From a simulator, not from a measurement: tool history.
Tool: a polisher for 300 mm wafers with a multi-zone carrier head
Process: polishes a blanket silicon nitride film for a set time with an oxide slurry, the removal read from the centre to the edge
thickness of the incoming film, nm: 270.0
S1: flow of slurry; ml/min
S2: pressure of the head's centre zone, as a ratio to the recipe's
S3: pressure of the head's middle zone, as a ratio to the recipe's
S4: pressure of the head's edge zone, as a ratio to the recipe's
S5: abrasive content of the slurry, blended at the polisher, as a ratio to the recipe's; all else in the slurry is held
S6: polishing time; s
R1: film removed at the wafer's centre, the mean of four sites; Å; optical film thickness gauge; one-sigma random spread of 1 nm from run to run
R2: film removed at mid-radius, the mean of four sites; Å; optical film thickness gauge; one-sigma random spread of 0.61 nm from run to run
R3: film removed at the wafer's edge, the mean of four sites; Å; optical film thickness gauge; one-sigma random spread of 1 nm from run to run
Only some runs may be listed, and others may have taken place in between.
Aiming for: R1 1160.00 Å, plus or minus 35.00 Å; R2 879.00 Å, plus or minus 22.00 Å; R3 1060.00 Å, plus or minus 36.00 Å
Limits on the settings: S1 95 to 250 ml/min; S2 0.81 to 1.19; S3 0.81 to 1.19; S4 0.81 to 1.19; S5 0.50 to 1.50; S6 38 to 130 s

| run | day | S1 | S2 | S3 | S4 | S5 | S6 | R1 | R2 | R3 |
|---|---|---|---|---|---|---|---|---|---|---|
| 1 | 0.000 | 160 | 1.00 | 1.00 | 1.00 | 1.00 | 84 | 694.45 | 678.06 | 711.00 |
| 2 | 0.371 | 160 | 1.00 | 0.96 | 1.00 | 1.00 | 84 | 702.82 | 657.17 | 693.71 |
| 3 | 0.542 | 160 | 1.00 | 0.96 | 0.95 | 1.00 | 84 | 701.33 | 662.44 | 689.71 |
| 4 | 0.825 | 165 | 1.03 | 0.94 | 1.01 | 1.10 | 87 | 785.38 | 700.93 | 765.01 |
| 5 | 1.029 | 175 | 1.07 | 0.94 | 1.05 | 1.20 | 88 | 859.00 | 729.54 | 828.74 |
| 6 | 1.229 | 185 | 1.10 | 0.95 | 1.07 | 1.25 | 89 | 915.44 | 765.36 | 865.01 |
| 7 | 1.329 | 195 | 1.12 | 0.95 | 1.09 | 1.30 | 90 | 961.72 | 787.11 | 888.56 |
| 8 | 1.479 | 195 | 1.13 | 0.94 | 1.11 | 1.35 | 92 | 1008.10 | 809.51 | 926.19 |
| 9 | 1.742 | 195 | 1.14 | 0.93 | 1.13 | 1.40 | 93 | 1033.40 | 830.28 | 946.45 |
| 10 | 2.100 | 205 | 1.14 | 0.91 | 1.14 | 1.40 | 94 | 1075.00 | 824.95 | 976.59 |

Which one of the following 4 next-run settings gets every result inside its allowed miss? There is exactly one.
| A | 2.458 | 175 | 1.14 | 0.87 | 1.12 | 1.50 | 102 | ? | ? | ? |
| B | 2.458 | 195 | 1.09 | 0.94 | 1.16 | 1.40 | 91 | ? | ? | ? |
| C | 2.458 | 185 | 1.12 | 0.81 | 1.19 | 1.30 | 102 | ? | ? | ? |
| D | 2.458 | 190 | 0.93 | 0.87 | 1.19 | 1.45 | 101 | ? | ? | ? |

| move | R1 | R2 | R3 |
|---|---|---|---|
| A | 1146.50 | 873.67 | 1047.40 |
| B | 967.18 | 819.20 | 933.06 |
| C | 1076.00 | 788.48 | 1026.60 |
| D | 923.06 | 863.45 | 1059.50 |
A: every result lands within tolerance
B: moves away from the targets compared with the last run
C: moves away from the targets compared with the last run
D: gets the furthest-off result to its target, but another result is out of tolerance
Answer: A
